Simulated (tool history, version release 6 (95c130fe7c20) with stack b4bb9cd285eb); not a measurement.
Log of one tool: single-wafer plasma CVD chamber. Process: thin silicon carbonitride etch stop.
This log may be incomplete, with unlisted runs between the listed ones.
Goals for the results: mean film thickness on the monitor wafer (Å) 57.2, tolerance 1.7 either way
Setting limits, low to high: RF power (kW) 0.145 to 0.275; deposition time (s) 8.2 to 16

run	hour	RF power (kW)	deposition time (s)	mean film thickness on the monitor wafer (Å)
1	0	0.21	12.1	71.107
2	6.6	0.185	12.1	68.859
3	14	0.2	12.1	70.359
4	15.3	0.17	12.1	68.097
5	20.4	0.17	11.9	66.846
6	24.7	0.17	11.7	65.455
7	31.6	0.17	11.5	64.59
8	33.3	0.155	10	55.119
9	40.4	0.155	10	54.887

Which of these 4 next moves meets every target?
A	47.5	0.155	10.3	?
B	47.5	0.16	11.2	?
C	47.5	0.155	11.4	?
D	47.5	0.165	11.3	?

move	mean film thickness on the monitor wafer (Å)
A	56.584
B	61.969
C	62.627
D	62.96
A: all results land within tolerance of their targets
B: takes the biggest miss from the last run beyond its target
C: takes the biggest miss from the last run beyond its target
D: takes the biggest miss from the last run beyond its target
Go with A: it meets all targets.
